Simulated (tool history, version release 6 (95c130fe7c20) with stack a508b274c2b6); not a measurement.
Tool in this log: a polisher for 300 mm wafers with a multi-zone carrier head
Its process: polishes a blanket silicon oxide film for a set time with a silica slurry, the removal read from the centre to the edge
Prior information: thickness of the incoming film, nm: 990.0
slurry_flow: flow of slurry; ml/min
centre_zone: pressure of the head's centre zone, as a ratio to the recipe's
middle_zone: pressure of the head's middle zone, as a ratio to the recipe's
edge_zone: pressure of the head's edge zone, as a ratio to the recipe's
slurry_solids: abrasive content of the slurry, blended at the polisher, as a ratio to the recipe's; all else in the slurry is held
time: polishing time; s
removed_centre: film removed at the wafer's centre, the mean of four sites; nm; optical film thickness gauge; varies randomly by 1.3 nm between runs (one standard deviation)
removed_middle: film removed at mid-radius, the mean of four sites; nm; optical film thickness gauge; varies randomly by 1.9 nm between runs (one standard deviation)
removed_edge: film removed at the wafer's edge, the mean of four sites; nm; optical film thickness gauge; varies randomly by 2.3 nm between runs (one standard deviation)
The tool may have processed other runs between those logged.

| run | hour | slurry_flow | centre_zone | middle_zone | edge_zone | slurry_solids | time | removed_centre | removed_middle | removed_edge |
|---|---|---|---|---|---|---|---|---|---|---|
| 1 | 0.0 | 280 | 1.00 | 1.00 | 1.00 | 1.00 | 39 | 143.23 | 145.45 | 147.74 |
| 2 | 2.6 | 290 | 1.04 | 1.04 | 1.05 | 1.10 | 39 | 153.49 | 153.34 | 155.34 |
| 3 | 7.8 | 290 | 1.04 | 0.96 | 1.05 | 1.10 | 39 | 155.03 | 144.89 | 155.14 |
| 4 | 10.2 | 290 | 1.04 | 0.96 | 1.05 | 1.10 | 46 | 182.94 | 168.31 | 179.87 |
| 5 | 18.2 | 305 | 1.05 | 0.99 | 1.06 | 1.15 | 46 | 185.85 | 176.35 | 183.82 |
| 6 | 19.8 | 305 | 1.06 | 1.01 | 1.06 | 1.20 | 46 | 191.53 | 184.66 | 189.38 |
| 7 | 20.8 | 310 | 1.07 | 1.02 | 1.06 | 1.20 | 46 | 193.88 | 185.82 | 187.64 |

Predict the results of run 8:
| 8 | 26.6 | 310 | 1.07 | 1.03 | 1.07 | 1.20 | 46 | ? | ? | ? |

Run 8 produced removed_centre 192.58 nm, removed_middle 189.28 nm, removed_edge 184.24 nm.

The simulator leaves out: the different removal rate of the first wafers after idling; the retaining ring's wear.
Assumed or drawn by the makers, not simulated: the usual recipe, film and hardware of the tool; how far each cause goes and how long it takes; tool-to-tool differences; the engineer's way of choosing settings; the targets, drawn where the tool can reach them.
